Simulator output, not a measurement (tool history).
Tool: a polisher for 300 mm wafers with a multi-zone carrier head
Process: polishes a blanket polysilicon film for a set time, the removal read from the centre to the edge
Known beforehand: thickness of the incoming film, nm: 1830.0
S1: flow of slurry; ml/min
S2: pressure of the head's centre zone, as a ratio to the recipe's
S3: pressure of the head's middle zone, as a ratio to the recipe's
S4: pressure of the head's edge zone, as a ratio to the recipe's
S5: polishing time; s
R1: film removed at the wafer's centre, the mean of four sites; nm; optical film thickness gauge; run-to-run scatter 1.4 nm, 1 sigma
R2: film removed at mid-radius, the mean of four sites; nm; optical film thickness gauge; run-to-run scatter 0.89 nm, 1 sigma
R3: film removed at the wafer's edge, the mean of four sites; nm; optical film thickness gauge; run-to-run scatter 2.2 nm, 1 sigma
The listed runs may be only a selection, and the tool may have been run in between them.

run  hour   S1    S2    S3    S4  S5      R1      R2      R3
  1   0.0  200  1.00  1.00  1.00  38  222.84  225.95  212.51
  2   5.6  180  1.00  1.00  1.00  38  223.05  221.88  214.94
  3   8.1  180  1.00  1.00  1.07  38  221.68  221.28  220.60
  4  14.2  180  1.00  1.00  1.07  33  194.24  190.81  192.72
  5  18.4  180  0.98  0.97  1.06  32  180.64  183.39  191.01
  6  21.8  180  0.98  0.95  1.04  31  179.32  175.44  181.52
  7  24.4  175  0.97  0.93  1.03  30  171.79  163.19  174.64
  8  25.6  170  0.95  0.91  1.01  30  165.24  160.51  173.69
  9  29.8  165  0.94  0.90  0.99  30  163.09  158.61  167.49
 10  34.9  160  0.93  0.89  0.99  30  162.84  159.26  167.69
 11  38.8  160  0.92  0.88  0.99  29  159.12  150.90  164.11
 12  40.4  155  0.90  0.87  0.99  29  152.19  148.27  161.52
 13  47.1  155  0.90  0.87  0.99  29  154.92  149.75  164.30
 14  55.5  155  0.90  0.87  0.99  29  156.20  149.02  165.02
 15  61.5  155  0.89  0.86  0.98  29  153.93  146.97  165.68
 16  68.3  150  0.88  0.86  0.97  29  153.20  146.25  165.58
 17  74.7  150  0.88  0.86  0.97  28  145.81  142.48  157.95
 18  82.3  145  0.87  0.85  0.96  28  143.01  140.35  151.33

Run 19, settings as shown, results not yet in. Your forecast:
 19  89.0  140  0.87  0.84  0.96  28   ?   ?   ?

Run 19 came out at R1 142.07 nm, R2 137.94 nm, R3 153.69 nm.
